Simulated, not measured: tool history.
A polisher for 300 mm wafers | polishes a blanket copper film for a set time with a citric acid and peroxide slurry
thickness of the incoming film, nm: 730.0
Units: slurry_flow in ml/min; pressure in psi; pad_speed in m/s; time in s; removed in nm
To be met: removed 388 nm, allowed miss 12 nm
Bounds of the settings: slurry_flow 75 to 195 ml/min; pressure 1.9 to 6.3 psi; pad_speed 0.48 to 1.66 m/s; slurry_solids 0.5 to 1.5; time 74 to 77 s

run 1 day=0 | slurry_flow=125 pressure=4.1 pad_speed=1.06 slurry_solids=1 time=74 | removed=206.82
run 2 day=0.275 | slurry_flow=125 pressure=4.1 pad_speed=1.06 slurry_solids=1 time=77 | removed=218.34
run 3 day=0.329 | slurry_flow=125 pressure=4.1 pad_speed=0.96 slurry_solids=1 time=77 | removed=196
run 4 day=0.612 | slurry_flow=130 pressure=4.5 pad_speed=0.98 slurry_solids=1 time=77 | removed=221.05
run 5 day=0.854 | slurry_flow=130 pressure=4.5 pad_speed=0.7 slurry_solids=1 time=77 | removed=158.76
run 6 day=1.179 | slurry_flow=135 pressure=4.8 pad_speed=0.76 slurry_solids=1 time=77 | removed=184.81
run 7 day=1.404 | slurry_flow=140 pressure=5.1 pad_speed=0.82 slurry_solids=1 time=77 | removed=211.41
run 8 day=1.558 | slurry_flow=140 pressure=5.1 pad_speed=0.82 slurry_solids=1 time=77 | removed=212.2
run 9 day=1.75 | slurry_flow=145 pressure=5.3 pad_speed=0.86 slurry_solids=1 time=77 | removed=228.56
run 10 day=1.908 | slurry_flow=145 pressure=5.5 pad_speed=0.9 slurry_solids=1 time=77 | removed=250.82
run 11 day=2.083 | slurry_flow=145 pressure=5.6 pad_speed=0.94 slurry_solids=1 time=77 | removed=269.03
run 12 day=2.329 | slurry_flow=145 pressure=5.7 pad_speed=0.98 slurry_solids=1 time=77 | removed=284
run 13 day=2.529 | slurry_flow=145 pressure=5.8 pad_speed=1 slurry_solids=1 time=77 | removed=292.12
run 14 day=2.667 | slurry_flow=150 pressure=5.9 pad_speed=1.02 slurry_solids=1 time=77 | removed=309.34
run 15 day=2.796 | slurry_flow=180 pressure=6.3 pad_speed=1.12 slurry_solids=1 time=77 | removed=367.11

5 next moves are on the table. One of them brings every result within its allowed miss. Which?
run A day=2.925 | slurry_flow=170 pressure=6.3 pad_speed=1.1 slurry_solids=0.9 time=76 | removed=?
run B day=2.925 | slurry_flow=135 pressure=6.1 pad_speed=1.34 slurry_solids=1.05 time=74 | removed=?
run C day=2.925 | slurry_flow=195 pressure=6.3 pad_speed=1.08 slurry_solids=1 time=77 | removed=?
run D day=2.925 | slurry_flow=195 pressure=6.3 pad_speed=1.08 slurry_solids=0.95 time=77 | removed=?
run E day=2.925 | slurry_flow=165 pressure=6.1 pad_speed=1.12 slurry_solids=0.75 time=77 | removed=?

move=A removed=341.47
move=B removed=387.78
move=C removed=354.98
move=D removed=350.97
move=E removed=326.24
A: further off than the last run
B: meets every target
C: further off than the last run
D: further off than the last run
E: further off than the last run
Move B is the one to make.

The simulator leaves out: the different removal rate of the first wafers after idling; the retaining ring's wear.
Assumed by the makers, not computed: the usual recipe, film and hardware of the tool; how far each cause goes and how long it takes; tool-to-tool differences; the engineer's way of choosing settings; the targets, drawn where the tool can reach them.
